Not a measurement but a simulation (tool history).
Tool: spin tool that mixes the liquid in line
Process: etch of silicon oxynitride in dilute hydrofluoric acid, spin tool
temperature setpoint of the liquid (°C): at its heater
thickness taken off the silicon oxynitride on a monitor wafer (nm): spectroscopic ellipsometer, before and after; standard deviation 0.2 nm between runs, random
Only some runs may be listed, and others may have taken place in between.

run  hour  temperature setpoint of the liquid (°C)  parts of water to one part of 49 % hydrofluoric acid (parts by volume)  time under the liquid (s)  thickness taken off the silicon oxynitride on a monitor wafer (nm)
  1   0.0                                     26.0                                                                      90                        265                                                              10.690
  2   3.2                                     27.5                                                                      85                        265                                                              12.405
  3  12.1                                     27.5                                                                      85                        265                                                              12.060
  4  16.9                                     28.5                                                                      80                        265                                                              13.608
  5  18.3                                     28.5                                                                      80                        265                                                              13.560
  6  25.9                                     30.0                                                                      80                        265                                                              14.808

What does the tool deliver on the next run?
  7  33.2                                     34.0                                                                      60                        265                                                                   ?

{"run 7": {"thickness taken off the silicon oxynitride on a monitor wafer (nm)": 23.957}}

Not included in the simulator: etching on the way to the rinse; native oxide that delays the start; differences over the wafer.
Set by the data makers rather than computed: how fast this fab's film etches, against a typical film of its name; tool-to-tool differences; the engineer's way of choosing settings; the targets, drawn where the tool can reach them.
